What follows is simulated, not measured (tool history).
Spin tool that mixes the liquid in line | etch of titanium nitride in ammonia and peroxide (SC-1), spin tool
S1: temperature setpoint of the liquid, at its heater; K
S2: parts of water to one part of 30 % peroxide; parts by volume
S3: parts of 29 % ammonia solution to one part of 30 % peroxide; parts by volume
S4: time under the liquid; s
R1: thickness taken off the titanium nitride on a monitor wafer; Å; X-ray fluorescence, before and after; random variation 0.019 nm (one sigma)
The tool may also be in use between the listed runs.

run  hour      S1  S2   S3  S4      R1
  1   0.0  330.15  25  0.6  90  56.853
  2   7.7  326.65  25  0.6  90  44.304
  3  11.6  325.15  25  0.6  90  40.284
  4  12.2  324.15  25  0.6  90  37.261
  5  20.4  324.15  25  0.6  90  37.499
  6  26.8  323.15  25  0.6  90  35.409
  7  30.8  322.15  25  0.6  90  32.753

The next listed run, before its measurement:
  8  38.6  321.65  25  0.6  90   ?

Run 8 gave R1 31.677 Å.
